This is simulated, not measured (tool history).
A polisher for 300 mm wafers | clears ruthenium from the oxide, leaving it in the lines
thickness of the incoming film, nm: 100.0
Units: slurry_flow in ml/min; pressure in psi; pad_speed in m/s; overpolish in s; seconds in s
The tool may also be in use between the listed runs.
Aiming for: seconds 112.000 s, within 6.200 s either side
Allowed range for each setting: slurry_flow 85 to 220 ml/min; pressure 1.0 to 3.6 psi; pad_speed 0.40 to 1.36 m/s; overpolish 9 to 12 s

run,hour,slurry_flow,pressure,pad_speed,overpolish,seconds
1,0.0,140,2.3,0.88,12,72.602
2,3.4,140,2.3,0.88,12,73.759
3,12.0,140,2.3,1.06,12,62.159
4,17.5,125,2.3,1.06,12,63.064
5,21.2,125,2.3,1.22,12,55.887
6,28.3,95,2.3,1.22,12,59.097
7,36.1,95,1.9,1.18,12,72.384
8,44.5,95,1.6,1.16,12,84.260
9,46.4,95,1.4,1.16,12,96.228
10,49.3,95,1.3,1.16,12,99.591
11,50.5,95,1.0,1.14,12,126.850

Which one of the following 4 next-run settings gets every result inside its allowed miss? There is exactly one.
A,51.7,110,1.0,0.90,12,?
B,51.7,90,1.1,1.10,9,?
C,51.7,100,1.0,1.14,9,?
D,51.7,85,1.0,1.30,12,?

move,seconds
A,151.590
B,123.060
C,123.490
D,114.070
A: lands further from the targets than the last run did
B: an improvement on the last run, though not all results are within tolerance
C: an improvement on the last run, though not all results are within tolerance
D: every result lands within tolerance
Move D is the one to make.
